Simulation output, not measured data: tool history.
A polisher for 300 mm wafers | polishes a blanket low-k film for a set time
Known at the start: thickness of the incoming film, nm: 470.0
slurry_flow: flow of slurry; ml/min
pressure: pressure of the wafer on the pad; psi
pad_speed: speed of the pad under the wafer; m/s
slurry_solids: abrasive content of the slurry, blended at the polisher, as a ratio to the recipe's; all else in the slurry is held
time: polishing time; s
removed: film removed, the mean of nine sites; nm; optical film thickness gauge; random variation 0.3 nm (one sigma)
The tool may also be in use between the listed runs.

run,hour,slurry_flow,pressure,pad_speed,slurry_solids,time,removed
1,0.0,270,1.8,1.28,1.0,97,39.804
2,3.6,200,1.8,1.28,1.0,97,39.037
3,5.3,200,1.8,1.06,1.0,97,33.925
4,9.1,200,1.7,1.04,1.0,97,32.021
5,17.8,200,1.7,1.04,1.0,102,33.543
6,18.5,200,1.7,1.22,1.0,102,37.065
7,27.5,200,1.5,1.20,1.0,102,33.323
8,35.0,200,1.4,1.16,1.0,102,29.732
9,37.7,200,1.3,1.16,1.0,102,27.206
10,46.7,200,1.2,1.16,1.0,102,26.110

Forecast run 11:
11,54.7,200,1.1,1.16,1.0,102,?

Run 11 gave removed 24.203 nm.
